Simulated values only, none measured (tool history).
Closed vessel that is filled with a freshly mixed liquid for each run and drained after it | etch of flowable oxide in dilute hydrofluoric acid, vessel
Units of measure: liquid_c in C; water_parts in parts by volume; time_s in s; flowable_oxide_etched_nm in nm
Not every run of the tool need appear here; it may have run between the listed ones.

run  hour  liquid_c  water_parts  time_s  flowable_oxide_etched_nm
  1     0        23          235     105                    14.533
  2   1.5        24          210     105                    17.262
  3   5.8        25          190     105                    20.057
  4  12.4        25          255     105                    14.072
  5  16.7      25.5          230     105                    16.366
  6  25.8      25.5          280     105                    12.791
  7    29      25.5          280     105                    12.607
  8  32.1        26          250     105                     15.01
  9  41.1        30          155     105                    30.867

Estimate the outcome of run 10 from the log above:
 10  43.8        30          145     105                         ?

{"run 10": {"flowable_oxide_etched_nm": 33.389}}

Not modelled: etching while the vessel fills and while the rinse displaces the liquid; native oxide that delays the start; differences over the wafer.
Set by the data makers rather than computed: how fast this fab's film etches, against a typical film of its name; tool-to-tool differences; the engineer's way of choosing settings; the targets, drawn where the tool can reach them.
